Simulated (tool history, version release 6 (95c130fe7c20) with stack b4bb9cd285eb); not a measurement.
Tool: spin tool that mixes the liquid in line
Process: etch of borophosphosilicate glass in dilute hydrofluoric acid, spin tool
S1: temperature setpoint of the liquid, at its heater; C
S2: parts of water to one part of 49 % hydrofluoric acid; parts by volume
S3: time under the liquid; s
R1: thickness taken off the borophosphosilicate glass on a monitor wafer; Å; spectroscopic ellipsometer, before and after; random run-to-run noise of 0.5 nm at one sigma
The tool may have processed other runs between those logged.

Run 1, hour 0.0: S1 25.0 C, S2 275 parts by volume, S3 120 s. Result: R1 236.00 Å.
Run 2, hour 4.8: S1 25.0 C, S2 275 parts by volume, S3 120 s. Result: R1 235.97 Å.
Run 3, hour 6.5: S1 26.0 C, S2 250 parts by volume, S3 120 s. Result: R1 280.35 Å.
Run 4, hour 8.3: S1 27.0 C, S2 230 parts by volume, S3 120 s. Result: R1 318.46 Å.
Run 5, hour 13.0: S1 27.0 C, S2 325 parts by volume, S3 120 s. Result: R1 203.16 Å.
Run 6, hour 14.8: S1 27.0 C, S2 360 parts by volume, S3 120 s. Result: R1 177.25 Å.
Run 7, hour 16.7: S1 28.0 C, S2 320 parts by volume, S3 120 s. Result: R1 215.93 Å.
Run 8, hour 17.9: S1 32.0 C, S2 210 parts by volume, S3 120 s. Result: R1 423.81 Å.
Run 9, hour 18.5: S1 32.0 C, S2 210 parts by volume, S3 120 s. Result: R1 428.20 Å.
Run 10, hour 20.1: S1 33.0 C, S2 125 parts by volume, S3 120 s. Result: R1 830.84 Å.
Run 11, hour 21.5: S1 31.5 C, S2 125 parts by volume, S3 120 s. Result: R1 792.62 Å.
Run 12, hour 25.8: S1 30.0 C, S2 125 parts by volume, S3 120 s. Result: R1 752.76 Å.
Run 13, hour 31.3: S1 29.0 C, S2 125 parts by volume, S3 120 s. Result: R1 718.79 Å.
Run 14, hour 35.8: S1 28.5 C, S2 125 parts by volume, S3 120 s. Result: R1 698.47 Å.
Run 15, hour 44.4: S1 28.0 C, S2 125 parts by volume, S3 120 s. Result: R1 693.66 Å.
Run 16, hour 52.0: S1 27.5 C, S2 125 parts by volume, S3 120 s. Result: R1 680.77 Å.
Run 17, hour 54.8: S1 27.0 C, S2 125 parts by volume, S3 120 s. Result: R1 666.21 Å.
Run 18, hour 55.8: S1 26.5 C, S2 125 parts by volume, S3 120 s. Result: R1 658.35 Å.

Run 19 has not been measured yet. What should we expect?
Run 19, hour 61.9: S1 26.0 C, S2 125 parts by volume, S3 120 s. Result: R1 ?.

{"run 19": {"R1": 641.64}}

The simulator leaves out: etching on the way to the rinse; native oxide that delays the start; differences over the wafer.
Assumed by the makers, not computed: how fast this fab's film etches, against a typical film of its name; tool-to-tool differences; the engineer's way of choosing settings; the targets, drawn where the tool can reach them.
